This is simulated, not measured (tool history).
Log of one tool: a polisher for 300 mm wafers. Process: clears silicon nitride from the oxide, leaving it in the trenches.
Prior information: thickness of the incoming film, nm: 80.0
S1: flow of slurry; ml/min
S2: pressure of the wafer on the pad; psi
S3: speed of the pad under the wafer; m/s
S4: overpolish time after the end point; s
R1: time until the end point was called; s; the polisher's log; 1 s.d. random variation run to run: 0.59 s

run  hour   S1   S2    S3  S4      R1
  1     0  210  3.1  1.08  11  81.071
  2   5.5  210  2.8  1.08  11  87.191
  3   6.4  210  3.1   1.1  11  82.846
  4    14  210  3.4  1.14  11  72.446
  5  22.4  210  3.6  1.16  11  69.686
     29.4  -- worn pad replaced by a new one
  6  29.4  210  3.3  1.16  11  66.838

What does the tool deliver on the next run?
  7  38.2  210  3.3  1.16  11   ?

Logged for run 7: R1 67.452 s.
